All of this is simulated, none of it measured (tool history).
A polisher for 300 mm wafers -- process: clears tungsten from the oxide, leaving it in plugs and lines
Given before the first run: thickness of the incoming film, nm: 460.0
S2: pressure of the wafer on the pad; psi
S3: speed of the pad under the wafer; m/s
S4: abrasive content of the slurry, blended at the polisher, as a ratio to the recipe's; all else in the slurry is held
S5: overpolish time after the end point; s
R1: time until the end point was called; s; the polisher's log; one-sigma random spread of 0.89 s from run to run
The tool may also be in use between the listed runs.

Run 1, day 0.000: flow of slurry (ml/min) 155, S2 2.7 psi, S3 1.40 m/s, S4 1.0, S5 20 s. Result: R1 87.536 s.
Run 2, day 0.183: flow of slurry (ml/min) 155, S2 2.8 psi, S3 1.40 m/s, S4 1.0, S5 20 s. Result: R1 83.699 s.
Run 3, day 0.367: flow of slurry (ml/min) 155, S2 2.4 psi, S3 1.40 m/s, S4 1.0, S5 20 s. Result: R1 97.027 s.
Run 4, day 0.654: flow of slurry (ml/min) 155, S2 2.5 psi, S3 1.40 m/s, S4 1.0, S5 20 s. Result: R1 92.673 s.
Run 5, day 0.971: flow of slurry (ml/min) 140, S2 2.5 psi, S3 1.40 m/s, S4 1.0, S5 20 s. Result: R1 94.565 s.
Run 6, day 1.283: flow of slurry (ml/min) 140, S2 2.6 psi, S3 1.40 m/s, S4 1.0, S5 20 s. Result: R1 93.111 s.

What does the tool deliver on the next run?
Run 7, day 1.429: flow of slurry (ml/min) 150, S2 2.7 psi, S3 1.40 m/s, S4 1.0, S5 20 s. Result: R1 ?.

R1: 87.194 s

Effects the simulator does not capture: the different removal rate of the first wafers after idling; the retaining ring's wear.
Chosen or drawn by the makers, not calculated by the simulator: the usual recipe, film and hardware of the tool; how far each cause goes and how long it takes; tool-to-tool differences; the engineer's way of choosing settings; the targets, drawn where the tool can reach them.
